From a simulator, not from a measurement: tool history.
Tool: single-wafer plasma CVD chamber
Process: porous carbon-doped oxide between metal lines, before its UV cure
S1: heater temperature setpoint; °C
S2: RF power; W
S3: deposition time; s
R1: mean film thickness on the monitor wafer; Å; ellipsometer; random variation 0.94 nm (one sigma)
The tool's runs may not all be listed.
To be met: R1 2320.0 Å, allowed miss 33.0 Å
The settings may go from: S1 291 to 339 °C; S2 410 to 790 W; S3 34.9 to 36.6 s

run  hour   S1   S2    S3      R1
  1   0.0  315  600  36.6  2082.9
  2   7.5  321  600  36.6  2014.0
  3  11.8  317  605  36.6  2069.7
  4  15.8  317  605  34.9  1962.4
  5  19.8  317  605  34.9  1971.7
  6  20.4  308  605  34.9  2084.0
  7  23.9  305  610  34.9  2137.6
  8  31.0  303  610  34.9  2160.0
  9  38.9  301  610  34.9  2190.6
 10  44.0  299  610  34.9  2210.8
 11  47.9  298  610  34.9  2228.3
 12  55.7  297  610  34.9  2237.0

5 next moves are on the table. One of them brings every result within its allowed miss. Which?
  A  63.5  297  570  34.9   ?
  B  63.5  299  545  35.5   ?
  C  63.5  302  600  34.9   ?
  D  63.5  291  585  35.3   ?
  E  63.5  299  585  34.9   ?

move      R1
   A  2165.7
   B  2127.9
   C  2146.6
   D  2309.5
   E  2163.3
A: further off than the last run
B: further off than the last run
C: further off than the last run
D: meets every target
E: further off than the last run
Move D is the one to make.
